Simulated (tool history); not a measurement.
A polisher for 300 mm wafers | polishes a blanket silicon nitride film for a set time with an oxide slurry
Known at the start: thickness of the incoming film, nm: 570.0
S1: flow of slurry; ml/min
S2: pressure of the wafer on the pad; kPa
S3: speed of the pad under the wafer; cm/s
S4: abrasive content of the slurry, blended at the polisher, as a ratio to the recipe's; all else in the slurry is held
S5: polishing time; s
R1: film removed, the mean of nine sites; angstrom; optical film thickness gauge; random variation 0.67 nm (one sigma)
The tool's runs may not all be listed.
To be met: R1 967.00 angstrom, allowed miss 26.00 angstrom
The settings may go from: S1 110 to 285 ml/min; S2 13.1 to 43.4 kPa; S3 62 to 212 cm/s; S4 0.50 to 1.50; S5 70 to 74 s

run,day,S1,S2,S3,S4,S5,R1
1,0.000,180,28.3,136,1.00,70,645.59
2,0.204,190,31.0,136,1.00,70,714.84
3,0.379,190,31.0,136,1.00,70,703.28
4,0.425,190,33.8,136,1.00,70,765.20
5,0.742,200,35.9,136,1.00,70,819.89
6,0.871,230,35.9,136,1.00,70,838.37
7,1.204,230,37.2,136,1.00,70,869.14
8,1.354,230,37.9,136,1.00,70,878.33
9,1.667,230,38.6,136,1.00,70,887.71

Which of these 4 next moves meets every target?
A,1.979,230,38.6,126,1.00,74,?
B,1.979,250,40.7,138,1.00,70,?
C,1.979,210,37.9,132,1.10,73,?
D,1.979,205,33.1,188,1.05,70,?

move,R1
A,913.79
B,962.11
C,926.39
D,931.87
A: nearer than the last run, and not there yet
B: meets every target
C: nearer than the last run, and not there yet
D: nearer than the last run, and not there yet
Answer: B

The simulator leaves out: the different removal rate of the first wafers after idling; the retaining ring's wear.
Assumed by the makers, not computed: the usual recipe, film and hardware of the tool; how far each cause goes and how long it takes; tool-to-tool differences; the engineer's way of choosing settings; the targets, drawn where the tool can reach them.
